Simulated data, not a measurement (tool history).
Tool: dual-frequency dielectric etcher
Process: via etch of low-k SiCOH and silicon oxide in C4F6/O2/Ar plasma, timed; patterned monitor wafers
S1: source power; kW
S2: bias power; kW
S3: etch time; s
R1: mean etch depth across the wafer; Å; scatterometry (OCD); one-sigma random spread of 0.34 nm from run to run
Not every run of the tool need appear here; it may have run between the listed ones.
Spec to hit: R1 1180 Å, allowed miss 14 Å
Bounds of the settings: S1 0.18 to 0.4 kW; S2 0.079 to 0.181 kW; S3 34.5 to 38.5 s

| run | day | S1 | S2 | S3 | R1 |
|---|---|---|---|---|---|
| 1 | 0 | 0.29 | 0.13 | 38.5 | 979.31 |
| 2 | 0.038 | 0.29 | 0.13 | 38.5 | 978.79 |
| 3 | 0.129 | 0.3 | 0.132 | 38.5 | 999.98 |
| 4 | 0.275 | 0.3 | 0.12 | 38.5 | 955.98 |
| 5 | 0.45 | 0.27 | 0.12 | 38.5 | 917.34 |
| 6 | 0.812 | 0.29 | 0.122 | 38.5 | 945.91 |
| 7 | 1.125 | 0.3 | 0.125 | 38.5 | 969.1 |
| 8 | 1.425 | 0.31 | 0.128 | 38.5 | 991.73 |
| 9 | 1.767 | 0.32 | 0.131 | 38.5 | 1018.3 |
| 10 | 2.133 | 0.33 | 0.133 | 38.5 | 1040.4 |
| 11 | 2.346 | 0.34 | 0.134 | 38.5 | 1053.4 |
| 12 | 2.683 | 0.35 | 0.136 | 38.5 | 1069.6 |
| 13 | 2.725 | 0.4 | 0.155 | 38.5 | 1197.8 |

Consider the 5 candidate settings below. Which is the only one whose results all fall within their allowed miss of target?
| A | 2.767 | 0.38 | 0.161 | 38 | ? |
| B | 2.767 | 0.39 | 0.151 | 37.5 | ? |
| C | 2.767 | 0.4 | 0.165 | 35.5 | ? |
| D | 2.767 | 0.39 | 0.168 | 38 | ? |
| E | 2.767 | 0.4 | 0.144 | 38.5 | ? |

| move | R1 |
|---|---|
| A | 1181.1 |
| B | 1143 |
| C | 1137.4 |
| D | 1215.9 |
| E | 1159.3 |
A: every result lands within tolerance
B: carries the result that was furthest off beyond its target, to the other side
C: carries the result that was furthest off beyond its target, to the other side
D: the biggest miss grows against the last run
E: carries the result that was furthest off beyond its target, to the other side
So the answer is move A, the one that meets all the targets.
